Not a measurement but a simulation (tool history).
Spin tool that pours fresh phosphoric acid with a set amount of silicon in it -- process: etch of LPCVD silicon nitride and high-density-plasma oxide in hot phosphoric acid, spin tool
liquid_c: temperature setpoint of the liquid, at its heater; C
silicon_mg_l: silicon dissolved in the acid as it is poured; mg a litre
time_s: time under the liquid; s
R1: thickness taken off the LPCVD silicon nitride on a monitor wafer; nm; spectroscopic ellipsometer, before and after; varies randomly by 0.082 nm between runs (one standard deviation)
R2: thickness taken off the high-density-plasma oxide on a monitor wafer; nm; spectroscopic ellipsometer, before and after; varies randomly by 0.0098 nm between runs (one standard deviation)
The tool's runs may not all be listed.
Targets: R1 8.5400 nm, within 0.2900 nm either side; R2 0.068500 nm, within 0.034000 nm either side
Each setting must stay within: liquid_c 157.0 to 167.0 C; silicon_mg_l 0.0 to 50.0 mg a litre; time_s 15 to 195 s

run 1 hour=0.0 | liquid_c=162.0 silicon_mg_l=25.5 time_s=100 | R1=9.1830 R2=0.212660
run 2 hour=2.7 | liquid_c=163.5 silicon_mg_l=25.5 time_s=100 | R1=9.5507 R2=0.293190
run 3 hour=10.9 | liquid_c=162.5 silicon_mg_l=31.5 time_s=100 | R1=9.2224 R2=0.203650
run 4 hour=18.6 | liquid_c=162.5 silicon_mg_l=17.0 time_s=100 | R1=9.4566 R2=0.299660
run 5 hour=21.6 | liquid_c=162.5 silicon_mg_l=17.0 time_s=120 | R1=11.2020 R2=0.353430
run 6 hour=30.4 | liquid_c=163.0 silicon_mg_l=17.0 time_s=120 | R1=11.1470 R2=0.318520
run 7 hour=34.7 | liquid_c=163.5 silicon_mg_l=33.5 time_s=90 | R1=8.7306 R2=0.154920
run 8 hour=37.8 | liquid_c=163.5 silicon_mg_l=38.0 time_s=90 | R1=8.7024 R2=0.118130
run 9 hour=40.8 | liquid_c=163.5 silicon_mg_l=41.0 time_s=90 | R1=8.7001 R2=0.118990

5 candidate next runs follow, results not yet known. Just one meets every target within its allowed miss. Identify it.
run A hour=43.8 | liquid_c=164.5 silicon_mg_l=50.0 time_s=95 | R1=? R2=?
run B hour=43.8 | liquid_c=163.0 silicon_mg_l=50.0 time_s=90 | R1=? R2=?
run C hour=43.8 | liquid_c=164.5 silicon_mg_l=4.5 time_s=85 | R1=? R2=?
run D hour=43.8 | liquid_c=163.5 silicon_mg_l=20.5 time_s=90 | R1=? R2=?
run E hour=43.8 | liquid_c=164.0 silicon_mg_l=40.0 time_s=95 | R1=? R2=?

move=A R1=9.3627 R2=0.089936
move=B R1=8.4414 R2=0.076385
move=C R1=8.3771 R2=0.388870
move=D R1=8.5822 R2=0.261560
move=E R1=9.2098 R2=0.124490
A: the worst result of the last run now meets its target, but another is out of spec
B: in spec on every target
C: the biggest miss grows against the last run
D: the biggest miss grows against the last run
E: the biggest miss grows against the last run
Move B is the one to make.
